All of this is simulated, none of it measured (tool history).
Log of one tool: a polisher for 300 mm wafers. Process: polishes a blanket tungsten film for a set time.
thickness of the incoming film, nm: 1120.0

run    day  flow of slurry (ml/min)  pressure of the wafer on the pad (kPa)  speed of the pad under the wafer (m/s)  abrasive content of the slurry  polishing time (s)  film removed (Å)
  1      0                      180                                    22.1                                     1.3                               1                  57            3274.5
  2  0.333                      180                                    22.1                                     1.3                            1.15                  57            3407.5
  3  0.521                      180                                    22.1                                     1.3                            1.25                  57            3473.5
  4  0.604                      180                                    22.1                                    1.54                            1.25                  57            4100.6
  5  0.662                      180                                    22.1                                    1.36                            1.25                  57            3693.6
  6  0.767                      180                                    22.8                                    1.36                            1.25                  57            3723.5
  7  1.133                      180                                    23.4                                    1.36                            1.25                  57            3890.2
  8  1.429                      180                                    24.1                                    1.36                            1.25                  57            3898.4
  9    1.5                      180                                    24.8                                    1.36                            1.25                  57            4013.2
 10   1.55                      180                                    25.5                                    1.36                            1.25                  57            4177.5
 11  1.696                      180                                    26.2                                    1.36                            1.25                  57            4158.1

Forecast run 12:
 12  1.742                      180                                    26.9                                    1.36                            1.25                  57                 ?

Run 12 gave film removed (Å) 4429.1.
